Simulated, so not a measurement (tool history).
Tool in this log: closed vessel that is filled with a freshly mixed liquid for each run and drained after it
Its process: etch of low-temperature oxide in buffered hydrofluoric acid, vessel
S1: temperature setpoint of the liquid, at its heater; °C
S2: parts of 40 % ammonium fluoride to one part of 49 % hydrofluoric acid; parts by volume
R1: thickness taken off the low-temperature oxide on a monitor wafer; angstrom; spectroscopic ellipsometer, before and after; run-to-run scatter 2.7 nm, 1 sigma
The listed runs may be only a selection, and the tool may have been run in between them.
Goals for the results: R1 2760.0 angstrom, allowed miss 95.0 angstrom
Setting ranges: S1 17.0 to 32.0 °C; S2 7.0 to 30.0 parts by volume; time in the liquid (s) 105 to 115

{"run": 1, "day": 0.0, "S1": 24.0, "S2": 19.0, "time in the liquid (s)": 105, "R1": 1488.8}
{"run": 2, "day": 0.304, "S1": 25.0, "S2": 18.5, "time in the liquid (s)": 105, "R1": 1586.0}
{"run": 3, "day": 0.638, "S1": 25.5, "S2": 18.0, "time in the liquid (s)": 105, "R1": 1669.1}
{"run": 4, "day": 0.85, "S1": 26.0, "S2": 17.5, "time in the liquid (s)": 105, "R1": 1804.6}
{"run": 5, "day": 0.971, "S1": 22.5, "S2": 17.5, "time in the liquid (s)": 105, "R1": 1468.9}
{"run": 6, "day": 1.112, "S1": 22.5, "S2": 20.0, "time in the liquid (s)": 105, "R1": 1296.1}
{"run": 7, "day": 1.238, "S1": 23.5, "S2": 19.5, "time in the liquid (s)": 105, "R1": 1418.1}
{"run": 8, "day": 1.283, "S1": 24.5, "S2": 19.0, "time in the liquid (s)": 105, "R1": 1541.6}
{"run": 9, "day": 1.583, "S1": 25.5, "S2": 18.5, "time in the liquid (s)": 105, "R1": 1664.1}
{"run": 10, "day": 1.658, "S1": 25.5, "S2": 18.5, "time in the liquid (s)": 105, "R1": 1648.6}
{"run": 11, "day": 1.904, "S1": 26.0, "S2": 18.0, "time in the liquid (s)": 105, "R1": 1736.1}
{"run": 12, "day": 1.975, "S1": 26.5, "S2": 17.5, "time in the liquid (s)": 105, "R1": 1850.0}
{"day": 2.229, "done": "hydrofluoric acid flow meter replaced"}
{"run": 13, "day": 2.229, "S1": 27.0, "S2": 17.5, "time in the liquid (s)": 105, "R1": 1745.5}
{"run": 14, "day": 2.3, "S1": 31.0, "S2": 11.5, "time in the liquid (s)": 105, "R1": 3271.0}
{"run": 15, "day": 2.588, "S1": 31.0, "S2": 11.5, "time in the liquid (s)": 105, "R1": 3239.3}
{"run": 16, "day": 2.9, "S1": 30.5, "S2": 11.5, "time in the liquid (s)": 105, "R1": 3218.5}
{"run": 17, "day": 3.133, "S1": 30.0, "S2": 11.5, "time in the liquid (s)": 105, "R1": 3081.4}
{"run": 18, "day": 3.288, "S1": 29.0, "S2": 11.5, "time in the liquid (s)": 105, "R1": 2980.7}

Which of these 4 next moves meets every target?
{"run": "A", "day": 3.442, "S1": 30.0, "S2": 11.0, "time in the liquid (s)": 110, "R1": "?"}
{"run": "B", "day": 3.442, "S1": 30.0, "S2": 13.5, "time in the liquid (s)": 115, "R1": "?"}
{"run": "C", "day": 3.442, "S1": 31.0, "S2": 16.5, "time in the liquid (s)": 115, "R1": "?"}
{"run": "D", "day": 3.442, "S1": 28.5, "S2": 12.5, "time in the liquid (s)": 110, "R1": "?"}

move=A R1=3367.0
move=B R1=2882.3
move=C R1=2495.3
move=D R1=2746.2
A: misses by more than the last run did
B: moves toward the targets from the last run without getting all of them in spec
C: the result that was furthest off in the last run now lies on the other side of its target
D: all results land within tolerance of their targets
Go with D: it meets all targets.
